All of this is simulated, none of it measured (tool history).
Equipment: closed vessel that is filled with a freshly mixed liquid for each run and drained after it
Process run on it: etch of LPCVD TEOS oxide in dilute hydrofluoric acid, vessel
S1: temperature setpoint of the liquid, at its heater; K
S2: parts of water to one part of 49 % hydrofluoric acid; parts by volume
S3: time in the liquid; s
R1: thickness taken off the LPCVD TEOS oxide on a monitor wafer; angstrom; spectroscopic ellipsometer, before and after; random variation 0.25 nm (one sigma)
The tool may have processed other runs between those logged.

Run 1, hour 0.0: S1 297.15 K, S2 50 parts by volume, S3 35 s. Result: R1 308.29 angstrom.
Run 2, hour 1.5: S1 297.15 K, S2 50 parts by volume, S3 30 s. Result: R1 264.28 angstrom.
Run 3, hour 5.2: S1 299.15 K, S2 45 parts by volume, S3 30 s. Result: R1 321.55 angstrom.
Run 4, hour 11.8: S1 301.65 K, S2 45 parts by volume, S3 30 s. Result: R1 353.24 angstrom.
Run 5, hour 13.3: S1 301.65 K, S2 45 parts by volume, S3 35 s. Result: R1 411.46 angstrom.
Run 6, hour 16.9: S1 301.65 K, S2 55 parts by volume, S3 35 s. Result: R1 335.11 angstrom.
Run 7, hour 24.8: S1 302.65 K, S2 50 parts by volume, S3 35 s. Result: R1 383.30 angstrom.

Run 8 comes next. What will it give?
Run 8, hour 28.7: S1 303.15 K, S2 45 parts by volume, S3 35 s. Result: R1 ?.

Run 8 gave R1 438.24 angstrom.

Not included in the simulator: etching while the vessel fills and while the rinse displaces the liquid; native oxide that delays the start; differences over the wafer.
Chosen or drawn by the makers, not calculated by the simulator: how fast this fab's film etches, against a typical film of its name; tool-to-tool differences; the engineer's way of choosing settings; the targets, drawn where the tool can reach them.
